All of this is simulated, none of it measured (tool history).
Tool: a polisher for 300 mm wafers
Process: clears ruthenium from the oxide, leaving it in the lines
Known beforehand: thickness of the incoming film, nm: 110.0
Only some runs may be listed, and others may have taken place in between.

run	hour	flow of slurry (ml/min)	pressure of the wafer on the pad (kPa)	speed of the pad under the wafer (m/s)	overpolish time after the end point (s)	time until the end point was called (s)
1	0.0	230	9.7	1.24	6	98.118
2	5.6	230	9.0	1.24	6	105.670
3	8.9	230	9.0	1.48	6	91.045
4	13.1	230	8.3	1.48	6	97.776
5	20.8	230	8.3	1.48	6	97.697
6	28.1	230	6.2	1.48	6	129.130
7	35.2	225	6.2	1.48	6	131.060
8	43.8	220	6.2	1.48	6	129.600
9	46.2	220	5.5	1.48	6	145.220
10	47.3	225	5.5	1.48	6	146.120
11	55.0	225	6.2	1.48	6	128.160
12	56.1	215	5.5	1.48	6	146.940
13	59.0	220	5.5	1.48	6	145.320
14	63.4	225	5.5	1.48	6	143.480
15	71.2	245	6.2	1.48	6	128.200
16	71.8	200	6.2	1.48	6	130.660
17	78.3	195	5.5	1.48	6	147.030
18	80.9	200	5.5	1.48	6	149.330
19	86.2	205	5.5	1.48	6	146.550
20	89.4	210	5.5	1.48	6	145.840
21	95.5	215	5.5	1.48	6	144.980

Run 22 has not been measured yet. What should we expect?
22	103.6	220	5.5	1.48	6	?

time until the end point was called (s): 144.720
